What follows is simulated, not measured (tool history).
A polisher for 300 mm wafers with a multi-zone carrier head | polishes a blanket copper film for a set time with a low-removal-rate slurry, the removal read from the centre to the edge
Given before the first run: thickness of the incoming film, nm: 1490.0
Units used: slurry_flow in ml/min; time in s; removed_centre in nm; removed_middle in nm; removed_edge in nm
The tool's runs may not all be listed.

run 1 hour=0.0 | slurry_flow=205 centre_zone=1.00 middle_zone=1.00 edge_zone=1.00 slurry_solids=1.00 time=36 | removed_centre=65.466 removed_middle=67.073 removed_edge=67.134
run 2 hour=1.2 | slurry_flow=200 centre_zone=1.00 middle_zone=1.00 edge_zone=0.99 slurry_solids=1.00 time=36 | removed_centre=64.962 removed_middle=65.919 removed_edge=67.104
run 3 hour=5.9 | slurry_flow=200 centre_zone=0.96 middle_zone=1.00 edge_zone=0.99 slurry_solids=1.00 time=36 | removed_centre=62.329 removed_middle=66.711 removed_edge=64.847
run 4 hour=11.7 | slurry_flow=240 centre_zone=0.96 middle_zone=1.00 edge_zone=0.99 slurry_solids=1.00 time=36 | removed_centre=64.800 removed_middle=67.834 removed_edge=67.673
run 5 hour=19.6 | slurry_flow=240 centre_zone=0.88 middle_zone=1.00 edge_zone=0.99 slurry_solids=1.00 time=36 | removed_centre=59.447 removed_middle=68.229 removed_edge=67.565
run 6 hour=23.8 | slurry_flow=240 centre_zone=0.95 middle_zone=1.00 edge_zone=0.99 slurry_solids=1.00 time=36 | removed_centre=64.155 removed_middle=67.452 removed_edge=66.894
run 7 hour=26.4 | slurry_flow=235 centre_zone=0.95 middle_zone=1.00 edge_zone=0.98 slurry_solids=1.00 time=36 | removed_centre=63.694 removed_middle=68.092 removed_edge=67.187
run 8 hour=33.4 | slurry_flow=230 centre_zone=0.95 middle_zone=0.99 edge_zone=0.97 slurry_solids=1.00 time=36 | removed_centre=64.072 removed_middle=66.538 removed_edge=67.777

Run 9 comes next. What will it give?
run 9 hour=34.1 | slurry_flow=225 centre_zone=0.96 middle_zone=1.00 edge_zone=0.97 slurry_solids=0.95 time=36 | removed_centre=? removed_middle=? removed_edge=?

removed_centre: 62.223 nm
removed_middle: 67.410 nm
removed_edge: 64.157 nm
